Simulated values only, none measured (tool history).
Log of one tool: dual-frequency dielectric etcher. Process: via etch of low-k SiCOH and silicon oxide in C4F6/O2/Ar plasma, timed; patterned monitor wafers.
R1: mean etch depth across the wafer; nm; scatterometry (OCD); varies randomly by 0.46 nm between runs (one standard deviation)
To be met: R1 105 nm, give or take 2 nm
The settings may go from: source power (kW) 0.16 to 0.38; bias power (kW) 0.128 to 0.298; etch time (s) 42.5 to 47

run 1 day=0 | source_power_(kW)=0.27 bias_power_(kW)=0.213 etch_time_(s)=47 | R1=114.11
run 2 day=0.246 | source_power_(kW)=0.26 bias_power_(kW)=0.211 etch_time_(s)=47 | R1=112.85
run 3 day=0.458 | source_power_(kW)=0.25 bias_power_(kW)=0.209 etch_time_(s)=47 | R1=111.15
run 4 day=0.654 | source_power_(kW)=0.25 bias_power_(kW)=0.227 etch_time_(s)=47 | R1=114.54
run 5 day=0.912 | source_power_(kW)=0.25 bias_power_(kW)=0.227 etch_time_(s)=47 | R1=113.21
run 6 day=1.038 | source_power_(kW)=0.27 bias_power_(kW)=0.227 etch_time_(s)=47 | R1=116.88
run 7 day=1.167 | source_power_(kW)=0.25 bias_power_(kW)=0.224 etch_time_(s)=47 | R1=113.57
run 8 day=1.412 | source_power_(kW)=0.24 bias_power_(kW)=0.221 etch_time_(s)=47 | R1=111.69
run 9 day=1.683 | source_power_(kW)=0.23 bias_power_(kW)=0.219 etch_time_(s)=47 | R1=109.45
run 10 day=2.054 | source_power_(kW)=0.22 bias_power_(kW)=0.218 etch_time_(s)=47 | R1=107.19

Consider the 5 candidate settings below. Which is the only one whose results all fall within their allowed miss of target?
run A day=2.425 | source_power_(kW)=0.21 bias_power_(kW)=0.288 etch_time_(s)=44 | R1=?
run B day=2.425 | source_power_(kW)=0.27 bias_power_(kW)=0.243 etch_time_(s)=43 | R1=?
run C day=2.425 | source_power_(kW)=0.26 bias_power_(kW)=0.217 etch_time_(s)=43.5 | R1=?
run D day=2.425 | source_power_(kW)=0.25 bias_power_(kW)=0.219 etch_time_(s)=45.5 | R1=?
run E day=2.425 | source_power_(kW)=0.22 bias_power_(kW)=0.242 etch_time_(s)=46.5 | R1=?

move=A R1=109.22
move=B R1=110
move=C R1=105.5
move=D R1=109.11
move=E R1=110.24
A: misses by more than the last run did
B: misses by more than the last run did
C: every result within its allowed miss
D: misses by more than the last run did
E: misses by more than the last run did
Answer: C
